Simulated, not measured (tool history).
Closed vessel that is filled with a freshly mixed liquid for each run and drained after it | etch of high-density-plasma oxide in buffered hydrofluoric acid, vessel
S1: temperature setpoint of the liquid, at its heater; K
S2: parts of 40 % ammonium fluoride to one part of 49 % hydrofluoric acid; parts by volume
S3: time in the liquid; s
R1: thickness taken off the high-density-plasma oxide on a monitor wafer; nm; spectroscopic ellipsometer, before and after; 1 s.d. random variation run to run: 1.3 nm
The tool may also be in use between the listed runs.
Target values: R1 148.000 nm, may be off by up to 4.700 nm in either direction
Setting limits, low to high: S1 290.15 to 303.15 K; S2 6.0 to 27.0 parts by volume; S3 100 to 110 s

{"run": 1, "hour": 0.0, "S1": 295.15, "S2": 16.5, "S3": 100, "R1": 88.506}
{"run": 2, "hour": 6.4, "S1": 295.15, "S2": 16.5, "S3": 110, "R1": 97.763}
{"run": 3, "hour": 9.3, "S1": 296.15, "S2": 16.5, "S3": 110, "R1": 103.78}
{"run": 4, "hour": 12.0, "S1": 296.15, "S2": 16.5, "S3": 100, "R1": 94.745}
{"run": 5, "hour": 17.0, "S1": 296.15, "S2": 12.5, "S3": 100, "R1": 123.08}
{"run": 6, "hour": 20.4, "S1": 296.15, "S2": 14.0, "S3": 100, "R1": 111.39}
{"hour": 24.7, "done": "hydrofluoric acid flow meter replaced"}
{"run": 7, "hour": 24.7, "S1": 296.65, "S2": 14.0, "S3": 100, "R1": 101.58}
{"run": 8, "hour": 26.5, "S1": 296.65, "S2": 13.0, "S3": 100, "R1": 112.54}
{"run": 9, "hour": 31.8, "S1": 297.15, "S2": 12.5, "S3": 100, "R1": 121.43}
{"run": 10, "hour": 38.8, "S1": 297.65, "S2": 12.5, "S3": 100, "R1": 119.93}
{"run": 11, "hour": 42.3, "S1": 301.65, "S2": 12.0, "S3": 100, "R1": 159.92}

Next run, 4 choices. One meets every target within its allowed miss, the rest don't. Which?
{"run": "A", "hour": 45.8, "S1": 293.65, "S2": 8.0, "S3": 100, "R1": "?"}
{"run": "B", "hour": 45.8, "S1": 301.15, "S2": 11.5, "S3": 110, "R1": "?"}
{"run": "C", "hour": 45.8, "S1": 303.15, "S2": 12.5, "S3": 105, "R1": "?"}
{"run": "D", "hour": 45.8, "S1": 299.65, "S2": 10.0, "S3": 105, "R1": "?"}

move=A R1=147.050
move=B R1=174.900
move=C R1=171.050
move=D R1=176.560
A: every result lands within tolerance
B: lands further from the targets than the last run did
C: lands further from the targets than the last run did
D: lands further from the targets than the last run did
A meets every target.

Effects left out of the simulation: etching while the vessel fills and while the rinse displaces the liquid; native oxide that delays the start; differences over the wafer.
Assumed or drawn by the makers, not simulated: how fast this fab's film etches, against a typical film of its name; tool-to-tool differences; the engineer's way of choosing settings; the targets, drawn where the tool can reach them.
